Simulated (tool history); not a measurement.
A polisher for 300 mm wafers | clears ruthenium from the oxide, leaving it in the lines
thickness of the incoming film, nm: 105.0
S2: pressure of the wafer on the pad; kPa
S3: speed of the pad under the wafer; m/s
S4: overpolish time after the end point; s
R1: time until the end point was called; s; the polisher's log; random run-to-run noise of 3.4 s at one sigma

Run 1, hour 0: flow of slurry (ml/min) 290, S2 10.3 kPa, S3 0.84 m/s, S4 5 s. Result: R1 138.05 s.
Run 2, hour 3.6: flow of slurry (ml/min) 290, S2 9.7 kPa, S3 0.8 m/s, S4 5 s. Result: R1 153.3 s.
Run 3, hour 5.6: flow of slurry (ml/min) 290, S2 9.7 kPa, S3 0.8 m/s, S4 4 s. Result: R1 153.25 s.
Run 4, hour 13.6: flow of slurry (ml/min) 360, S2 9.7 kPa, S3 0.8 m/s, S4 4 s. Result: R1 151.54 s.
Run 5, hour 19.1: flow of slurry (ml/min) 360, S2 9.7 kPa, S3 0.8 m/s, S4 4 s. Result: R1 152.9 s.
Run 6, hour 25.8: flow of slurry (ml/min) 330, S2 9.7 kPa, S3 0.8 m/s, S4 4 s. Result: R1 153.16 s.
Run 7, hour 34.8: flow of slurry (ml/min) 330, S2 9 kPa, S3 0.76 m/s, S4 4 s. Result: R1 170.14 s.
Run 8, hour 38.2: flow of slurry (ml/min) 330, S2 8.3 kPa, S3 0.72 m/s, S4 4 s. Result: R1 195.54 s.

The next listed run, before its measurement:
Run 9, hour 45.9: flow of slurry (ml/min) 330, S2 7.6 kPa, S3 0.7 m/s, S4 4 s. Result: R1 ?.

{"run 9": {"R1": 214.7}}
